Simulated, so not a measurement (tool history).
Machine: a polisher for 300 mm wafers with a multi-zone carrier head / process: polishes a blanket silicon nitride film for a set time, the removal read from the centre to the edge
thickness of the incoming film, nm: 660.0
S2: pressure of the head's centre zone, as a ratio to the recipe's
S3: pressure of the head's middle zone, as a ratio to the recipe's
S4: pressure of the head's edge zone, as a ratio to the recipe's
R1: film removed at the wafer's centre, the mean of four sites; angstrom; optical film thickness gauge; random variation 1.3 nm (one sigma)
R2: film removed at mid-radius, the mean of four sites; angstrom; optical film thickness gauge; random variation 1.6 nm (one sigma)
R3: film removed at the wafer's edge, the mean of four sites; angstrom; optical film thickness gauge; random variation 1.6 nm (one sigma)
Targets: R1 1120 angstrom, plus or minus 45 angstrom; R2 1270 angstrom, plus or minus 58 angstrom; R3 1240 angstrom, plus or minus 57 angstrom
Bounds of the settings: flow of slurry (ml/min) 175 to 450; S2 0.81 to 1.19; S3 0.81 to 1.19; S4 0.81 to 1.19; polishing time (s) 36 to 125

run 1 hour=0 | flow_of_slurry_(ml/min)=290 S2=1 S3=1 S4=1 polishing_time_(s)=80 | R1=1339.5 R2=1452.3 R3=1461.2
run 2 hour=0.8 | flow_of_slurry_(ml/min)=290 S2=1 S3=1.05 S4=1 polishing_time_(s)=80 | R1=1337.4 R2=1456 R3=1441.8
run 3 hour=1.9 | flow_of_slurry_(ml/min)=290 S2=0.99 S3=1.05 S4=0.99 polishing_time_(s)=78 | R1=1271.3 R2=1444.1 R3=1391.5
run 4 hour=10.4 | flow_of_slurry_(ml/min)=290 S2=0.99 S3=1.02 S4=0.99 polishing_time_(s)=78 | R1=1270.4 R2=1434.2 R3=1412.3
run 5 hour=18.3 | flow_of_slurry_(ml/min)=290 S2=0.99 S3=1.1 S4=0.99 polishing_time_(s)=78 | R1=1296.4 R2=1496.9 R3=1371.4
run 6 hour=23.4 | flow_of_slurry_(ml/min)=290 S2=0.99 S3=1.1 S4=0.99 polishing_time_(s)=86 | R1=1382.3 R2=1642.4 R3=1560.9
run 7 hour=30.9 | flow_of_slurry_(ml/min)=290 S2=0.98 S3=1.09 S4=0.99 polishing_time_(s)=83 | R1=1310 R2=1591.2 R3=1458.8
run 8 hour=36 | flow_of_slurry_(ml/min)=290 S2=0.98 S3=1.07 S4=0.99 polishing_time_(s)=81 | R1=1323.6 R2=1486.2 R3=1465.3
run 9 hour=42.9 | flow_of_slurry_(ml/min)=290 S2=0.97 S3=1.08 S4=0.98 polishing_time_(s)=79 | R1=1270.5 R2=1500.1 R3=1444.3
run 10 hour=45.4 | flow_of_slurry_(ml/min)=290 S2=0.97 S3=1.08 S4=0.98 polishing_time_(s)=77 | R1=1247.2 R2=1455.5 R3=1405
run 11 hour=49.7 | flow_of_slurry_(ml/min)=290 S2=0.97 S3=1.08 S4=0.98 polishing_time_(s)=75 | R1=1195.6 R2=1438.4 R3=1344.6
run 12 hour=55.6 | flow_of_slurry_(ml/min)=290 S2=0.97 S3=1.07 S4=0.98 polishing_time_(s)=74 | R1=1196.4 R2=1380.4 R3=1323.1
run 13 hour=56.6 | flow_of_slurry_(ml/min)=290 S2=0.97 S3=1.07 S4=0.98 polishing_time_(s)=73 | R1=1168 R2=1369.1 R3=1321.2
run 14 hour=64.4 | flow_of_slurry_(ml/min)=290 S2=0.97 S3=1.07 S4=0.98 polishing_time_(s)=72 | R1=1146.9 R2=1391.8 R3=1318.2
run 15 hour=71.2 | flow_of_slurry_(ml/min)=290 S2=0.98 S3=1.06 S4=0.98 polishing_time_(s)=71 | R1=1153.6 R2=1352.2 R3=1275.1

Exactly one of the 5 candidate moves below puts every result within its allowed miss. Which one?
run A hour=78 | flow_of_slurry_(ml/min)=290 S2=0.97 S3=0.89 S4=1.06 polishing_time_(s)=77 | R1=? R2=? R3=?
run B hour=78 | flow_of_slurry_(ml/min)=385 S2=0.97 S3=0.94 S4=1.09 polishing_time_(s)=64 | R1=? R2=? R3=?
run C hour=78 | flow_of_slurry_(ml/min)=270 S2=1.01 S3=1 S4=0.88 polishing_time_(s)=73 | R1=? R2=? R3=?
run D hour=78 | flow_of_slurry_(ml/min)=250 S2=1.06 S3=1.19 S4=0.91 polishing_time_(s)=72 | R1=? R2=? R3=?
run E hour=78 | flow_of_slurry_(ml/min)=245 S2=0.95 S3=0.94 S4=0.91 polishing_time_(s)=73 | R1=? R2=? R3=?

move=A R1=1240.3 R2=1317.3 R3=1443.8
move=B R1=1062 R2=1155.2 R3=1241.7
move=C R1=1211.4 R2=1313 R3=1244.3
move=D R1=1238.7 R2=1407.3 R3=1235.1
move=E R1=1126.9 R2=1257.1 R3=1252.2
A: the furthest-off result lands on target, but another misses its tolerance
B: pushes the last run's worst result past its target
C: the furthest-off result lands on target, but another misses its tolerance
D: its largest miss is bigger than the last run's
E: meets every target
Correct choice: E, which meets every target
